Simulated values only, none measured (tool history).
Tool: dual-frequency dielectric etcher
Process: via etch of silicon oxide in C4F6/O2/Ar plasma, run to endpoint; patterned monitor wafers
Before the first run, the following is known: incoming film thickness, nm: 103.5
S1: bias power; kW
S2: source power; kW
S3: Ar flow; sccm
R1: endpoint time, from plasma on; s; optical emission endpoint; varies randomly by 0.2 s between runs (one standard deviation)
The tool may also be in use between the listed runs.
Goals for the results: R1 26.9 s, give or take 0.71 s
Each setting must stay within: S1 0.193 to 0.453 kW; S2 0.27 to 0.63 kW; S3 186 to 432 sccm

run  hour     S1    S2   S3      R1
  1     0  0.323  0.45  309  23.575
  2   1.9  0.323  0.45  356  23.204
  3  10.9  0.323   0.5  356  22.487
  4  12.8  0.323  0.44  356  23.558
  5  20.4  0.323  0.51  356  22.455
  6  28.1  0.323  0.44  356  23.618
  7    32  0.303  0.43  356  24.261
  8  32.6  0.287  0.42  356  25.232

Pick the move, out of 5, that brings all results within their allowed miss; only one does.
  A  33.2  0.255  0.43  328   ?
  B  33.2  0.308  0.38  339   ?
  C  33.2  0.245  0.36  430   ?
  D  33.2  0.314  0.38  280   ?
  E  33.2  0.247  0.39  296   ?

move      R1
   A  25.619
   B  25.162
   C  28.065
   D  24.734
   E  26.629
A: closer than the last run, but not yet in spec
B: about the same distance from the targets as the last run
C: pushes the last run's worst result past its target
D: misses by more than the last run did
E: all results land within tolerance of their targets
Go with E: it meets all targets.

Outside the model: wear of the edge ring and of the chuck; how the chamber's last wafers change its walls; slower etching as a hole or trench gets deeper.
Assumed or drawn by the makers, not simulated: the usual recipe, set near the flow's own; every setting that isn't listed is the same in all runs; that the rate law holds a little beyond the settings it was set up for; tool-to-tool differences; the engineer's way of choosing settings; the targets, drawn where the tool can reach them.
